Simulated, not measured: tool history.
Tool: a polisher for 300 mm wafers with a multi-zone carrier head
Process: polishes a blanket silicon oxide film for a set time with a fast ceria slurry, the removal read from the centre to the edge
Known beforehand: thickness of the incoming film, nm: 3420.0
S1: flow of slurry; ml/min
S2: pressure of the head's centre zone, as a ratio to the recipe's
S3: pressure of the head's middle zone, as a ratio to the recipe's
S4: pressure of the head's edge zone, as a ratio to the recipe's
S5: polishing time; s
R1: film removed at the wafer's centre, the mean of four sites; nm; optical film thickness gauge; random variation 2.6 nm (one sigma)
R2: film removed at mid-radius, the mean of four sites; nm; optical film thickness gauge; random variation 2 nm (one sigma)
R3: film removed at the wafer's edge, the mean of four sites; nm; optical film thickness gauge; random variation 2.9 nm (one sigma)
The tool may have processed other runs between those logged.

run,hour,S1,S2,S3,S4,S5,R1,R2,R3
1,0,130,1,1,1,32,464.32,479.12,472.98
2,7.8,130,1,0.96,1,32,466.74,468.79,480.84
3,16.5,120,0.98,0.93,1,28,391.01,395.28,417.82
4,20.9,110,0.97,0.9,1,25,345,340.57,363.54
5,27.7,110,0.97,0.9,0.95,25,337.22,341.02,357.25
6,31.5,110,0.97,0.9,0.87,25,339.63,342.22,340.25
7,38.4,105,0.96,0.88,0.91,23,306.01,308.34,318.04
8,46.4,100,0.95,0.86,0.94,22,283.93,287.51,310.65
9,47,95,0.95,0.85,0.96,21,272.37,266.82,297.91
10,53.7,90,0.94,0.84,0.96,21,268.64,261.66,295.95
11,62.6,90,0.93,0.83,0.96,21,265.06,262.57,296.84
12,64.5,90,0.93,0.83,0.97,21,259.12,258.03,293.65
# hour 69.2: slurry nozzle cleaned
13,69.2,90,0.93,0.83,0.98,21,283.92,285.81,315.51
14,77.4,90,0.93,0.83,0.99,20,272.7,272.41,301.46
15,82,90,0.93,0.83,0.99,20,276.7,270.92,299.67
16,85.1,90,0.93,0.83,0.96,21,290.02,283.6,313.33

Estimate the outcome of run 17 from the log above:
17,87.8,90,0.95,0.85,1,21,?,?,?

Run 17 produced R1 292.17 nm, R2 289.14 nm, R3 319.81 nm.

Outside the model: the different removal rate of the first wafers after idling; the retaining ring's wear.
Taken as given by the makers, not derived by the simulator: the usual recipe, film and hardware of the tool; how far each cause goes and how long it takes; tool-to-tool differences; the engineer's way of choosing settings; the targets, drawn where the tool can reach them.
